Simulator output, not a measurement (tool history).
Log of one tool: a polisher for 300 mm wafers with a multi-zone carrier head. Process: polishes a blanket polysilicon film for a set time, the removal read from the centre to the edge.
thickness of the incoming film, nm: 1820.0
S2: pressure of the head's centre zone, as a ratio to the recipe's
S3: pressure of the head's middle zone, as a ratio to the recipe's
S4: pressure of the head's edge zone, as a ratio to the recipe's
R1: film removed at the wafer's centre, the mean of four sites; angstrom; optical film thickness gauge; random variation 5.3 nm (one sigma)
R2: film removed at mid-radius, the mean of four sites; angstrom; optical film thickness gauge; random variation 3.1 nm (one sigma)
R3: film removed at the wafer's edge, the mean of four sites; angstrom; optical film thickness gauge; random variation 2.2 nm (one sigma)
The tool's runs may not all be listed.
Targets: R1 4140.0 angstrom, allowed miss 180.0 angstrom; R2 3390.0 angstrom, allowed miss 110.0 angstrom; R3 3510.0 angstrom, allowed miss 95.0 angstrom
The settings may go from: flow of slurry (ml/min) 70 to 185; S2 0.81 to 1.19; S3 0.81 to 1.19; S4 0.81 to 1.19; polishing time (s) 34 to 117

{"run": 1, "hour": 0.0, "flow of slurry (ml/min)": 120, "S2": 1.0, "S3": 1.0, "S4": 1.0, "polishing time (s)": 75, "R1": 4361.2, "R2": 4173.2, "R3": 4167.4}
{"run": 2, "hour": 3.4, "flow of slurry (ml/min)": 120, "S2": 1.0, "S3": 1.05, "S4": 1.0, "polishing time (s)": 75, "R1": 4195.3, "R2": 4346.6, "R3": 4118.0}
{"run": 3, "hour": 8.1, "flow of slurry (ml/min)": 110, "S2": 1.01, "S3": 1.02, "S4": 0.98, "polishing time (s)": 74, "R1": 4109.9, "R2": 4074.5, "R3": 3956.4}
{"run": 4, "hour": 14.4, "flow of slurry (ml/min)": 110, "S2": 1.01, "S3": 0.97, "S4": 0.98, "polishing time (s)": 74, "R1": 4007.8, "R2": 3951.5, "R3": 3951.4}
{"run": 5, "hour": 18.0, "flow of slurry (ml/min)": 105, "S2": 1.05, "S3": 0.94, "S4": 0.96, "polishing time (s)": 74, "R1": 4213.5, "R2": 3708.4, "R3": 3906.1}
{"run": 6, "hour": 24.8, "flow of slurry (ml/min)": 105, "S2": 1.09, "S3": 0.94, "S4": 0.96, "polishing time (s)": 74, "R1": 4440.4, "R2": 3737.7, "R3": 3902.1}
{"run": 7, "hour": 31.9, "flow of slurry (ml/min)": 100, "S2": 1.1, "S3": 0.94, "S4": 0.94, "polishing time (s)": 74, "R1": 4410.6, "R2": 3723.8, "R3": 3827.9}
{"run": 8, "hour": 33.2, "flow of slurry (ml/min)": 75, "S2": 1.12, "S3": 0.89, "S4": 0.86, "polishing time (s)": 72, "R1": 3791.9, "R2": 3066.8, "R3": 3349.4}
{"run": 9, "hour": 33.8, "flow of slurry (ml/min)": 80, "S2": 1.12, "S3": 0.9, "S4": 0.86, "polishing time (s)": 72, "R1": 3939.4, "R2": 3221.6, "R3": 3368.2}

4 next moves are on the table. One of them brings every result within its allowed miss. Which?
{"run": "A", "hour": 34.4, "flow of slurry (ml/min)": 80, "S2": 1.09, "S3": 0.84, "S4": 0.9, "polishing time (s)": 73, "R1": "?", "R2": "?", "R3": "?"}
{"run": "B", "hour": 34.4, "flow of slurry (ml/min)": 70, "S2": 1.14, "S3": 0.91, "S4": 0.91, "polishing time (s)": 72, "R1": "?", "R2": "?", "R3": "?"}
{"run": "C", "hour": 34.4, "flow of slurry (ml/min)": 85, "S2": 1.18, "S3": 0.89, "S4": 0.94, "polishing time (s)": 71, "R1": "?", "R2": "?", "R3": "?"}
{"run": "D", "hour": 34.4, "flow of slurry (ml/min)": 100, "S2": 1.1, "S3": 0.89, "S4": 0.87, "polishing time (s)": 71, "R1": "?", "R2": "?", "R3": "?"}

move=A R1=3885.1 R2=3035.1 R3=3478.2
move=B R1=3731.4 R2=3008.6 R3=3316.1
move=C R1=4214.0 R2=3171.1 R3=3504.3
move=D R1=4198.6 R2=3360.6 R3=3513.4
A: further off than the last run
B: further off than the last run
C: further off than the last run
D: meets every target
The right move is D.
